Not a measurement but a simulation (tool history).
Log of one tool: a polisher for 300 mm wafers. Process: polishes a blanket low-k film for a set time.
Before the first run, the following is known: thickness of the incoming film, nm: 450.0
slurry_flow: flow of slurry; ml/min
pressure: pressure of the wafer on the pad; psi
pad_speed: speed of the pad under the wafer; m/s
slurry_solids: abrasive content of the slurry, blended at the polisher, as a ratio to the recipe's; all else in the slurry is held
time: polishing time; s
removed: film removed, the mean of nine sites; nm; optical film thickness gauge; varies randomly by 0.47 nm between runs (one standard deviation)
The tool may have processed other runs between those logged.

run 1 hour=0 | slurry_flow=255 pressure=2.2 pad_speed=1.14 slurry_solids=1 time=113 | removed=48.791
run 2 hour=4.4 | slurry_flow=255 pressure=2 pad_speed=1.14 slurry_solids=1 time=113 | removed=45.022
run 3 hour=12.7 | slurry_flow=255 pressure=2 pad_speed=1.14 slurry_solids=1.2 time=113 | removed=48.766
run 4 hour=13.6 | slurry_flow=255 pressure=2 pad_speed=0.9 slurry_solids=1.2 time=113 | removed=41.494
run 5 hour=21 | slurry_flow=255 pressure=2 pad_speed=1.02 slurry_solids=1.2 time=113 | removed=45.961
-- hour=27.5 worn pad replaced by a new one
run 6 hour=27.5 | slurry_flow=255 pressure=1.8 pad_speed=1.02 slurry_solids=1.2 time=113 | removed=46.214

Estimate the outcome of run 7 from the log above:
run 7 hour=35.8 | slurry_flow=255 pressure=1.8 pad_speed=0.92 slurry_solids=1.2 time=113 | removed=?

removed: 43.103 nm

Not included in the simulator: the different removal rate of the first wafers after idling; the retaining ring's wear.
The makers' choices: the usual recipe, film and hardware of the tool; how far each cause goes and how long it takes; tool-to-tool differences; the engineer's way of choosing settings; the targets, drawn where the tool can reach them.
